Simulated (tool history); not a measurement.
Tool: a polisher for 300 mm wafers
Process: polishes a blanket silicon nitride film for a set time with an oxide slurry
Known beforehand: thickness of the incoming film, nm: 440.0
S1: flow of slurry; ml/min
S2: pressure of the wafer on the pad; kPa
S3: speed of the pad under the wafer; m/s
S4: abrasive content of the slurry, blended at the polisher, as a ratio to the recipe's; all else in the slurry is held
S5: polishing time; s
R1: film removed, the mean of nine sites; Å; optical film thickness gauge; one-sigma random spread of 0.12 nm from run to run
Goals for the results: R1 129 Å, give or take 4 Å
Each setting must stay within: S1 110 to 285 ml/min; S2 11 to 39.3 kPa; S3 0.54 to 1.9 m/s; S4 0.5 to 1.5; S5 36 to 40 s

run    day   S1    S2    S3   S4  S5      R1
  1      0  180  24.8  1.22    1  40  270.45
  2  0.271  180  24.8  1.22  1.2  40  297.88
  3  0.433  175  22.1  1.14  1.2  40  255.46
  4    0.8  175  22.1  1.36  1.2  40  284.35
  5  0.879  170    20  1.24  1.2  40  243.66
     1.192  -- head pressure recalibrated
  6  1.192  140    20  1.24  1.2  40  220.95
  7  1.267  135  17.9   1.2  1.2  40     194
  8  1.483  130  16.5  1.18  1.2  40  181.13
  9  1.758  125  15.2  1.16  1.2  40  161.82
 10  1.854  125  14.5  1.16  1.2  40   158.1
 11  2.229  125  13.8  1.16  1.2  40  148.97
 12  2.371  120    11  1.14  1.2  40  117.27

Which of these 5 next moves meets every target?
  A  2.512  110  13.1  1.06   1.5  38   ?
  B  2.512  110  12.4  1.14   1.1  37   ?
  C  2.512  135  13.1  1.32  1.15  37   ?
  D  2.512  115  12.4  1.16  1.15  40   ?
  E  2.512  155  12.4   1.2  1.25  38   ?

move      R1
   A  137.85
   B  114.76
   C  138.99
   D  129.24
   E  135.99
A: carries the result that was furthest off beyond its target, to the other side
B: lands further from the targets than the last run did
C: carries the result that was furthest off beyond its target, to the other side
D: meets every target
E: carries the result that was furthest off beyond its target, to the other side
Answer: D
